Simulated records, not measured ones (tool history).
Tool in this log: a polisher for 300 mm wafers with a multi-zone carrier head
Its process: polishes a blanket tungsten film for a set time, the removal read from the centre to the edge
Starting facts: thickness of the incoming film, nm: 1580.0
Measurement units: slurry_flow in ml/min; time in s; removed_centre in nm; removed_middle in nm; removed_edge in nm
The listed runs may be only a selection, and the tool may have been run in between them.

run	hour	slurry_flow	centre_zone	middle_zone	edge_zone	slurry_solids	time	removed_centre	removed_middle	removed_edge
1	0	235	1	1	1	1	53	203.08	199.1	203.72
2	3.8	235	1	1	1	0.8	53	189.76	179.9	186.07
3	12.2	235	1	1	0.96	0.8	53	188.8	178.54	186.36
4	21.1	230	0.98	0.98	0.96	0.8	53	183.57	178.07	181.31
5	24.9	230	0.98	0.98	1.02	0.8	53	188.86	179.37	189.18
6	31.5	225	0.96	0.96	1.04	0.8	53	180.93	173.46	187.06
7	33	220	0.95	0.95	1.05	0.8	53	180.19	174.77	188.69
8	39	220	0.94	0.93	1.06	0.8	53	175.94	170.71	191.9
9	45.4	220	0.94	0.92	1.06	0.8	53	176.42	166.32	184.67

Run 10 comes next. What will it give?
10	50.4	220	0.93	0.91	1.08	0.8	53	?	?	?

{"run 10": {"removed_centre": 169.34, "removed_middle": 169.62, "removed_edge": 188.2}}

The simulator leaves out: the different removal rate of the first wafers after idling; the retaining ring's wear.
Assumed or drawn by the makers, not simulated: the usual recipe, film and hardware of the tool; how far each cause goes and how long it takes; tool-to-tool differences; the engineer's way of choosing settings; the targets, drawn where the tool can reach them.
